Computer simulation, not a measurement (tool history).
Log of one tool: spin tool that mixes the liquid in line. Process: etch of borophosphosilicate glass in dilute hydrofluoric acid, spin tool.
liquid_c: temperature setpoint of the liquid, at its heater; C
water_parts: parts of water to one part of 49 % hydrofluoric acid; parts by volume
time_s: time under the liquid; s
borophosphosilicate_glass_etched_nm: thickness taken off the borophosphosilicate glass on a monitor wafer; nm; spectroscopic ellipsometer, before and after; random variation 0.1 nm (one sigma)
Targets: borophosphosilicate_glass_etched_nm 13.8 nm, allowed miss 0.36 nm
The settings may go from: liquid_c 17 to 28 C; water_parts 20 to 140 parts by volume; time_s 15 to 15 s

run	hour	liquid_c	water_parts	time_s	borophosphosilicate_glass_etched_nm
1	0	20	75	15	12.355
2	4.4	20	50	15	19.112
3	7.9	19.5	50	15	18.784
4	12	21.5	50	15	20.234
5	15.5	21	50	15	19.653
6	20.4	21	30	15	34.021
7	21.7	20.5	35	15	28.474
8	22.8	20	40	15	24.12
9	28.7	19.5	45	15	20.979
10	33.2	19	45	15	20.708
11	37.2	18.5	45	15	19.949
12	44.1	17.5	55	15	15.525

4 next moves are on the table. One of them brings every result within its allowed miss. Which?
A	51	20.5	65	15	?
B	51	18	60	15	?
C	51	18.5	60	15	?
D	51	17	60	15	?

move	borophosphosilicate_glass_etched_nm
A	14.626
B	14.336
C	14.646
D	13.732
A: nearer than the last run, and not there yet
B: nearer than the last run, and not there yet
C: nearer than the last run, and not there yet
D: meets every target
Answer: D
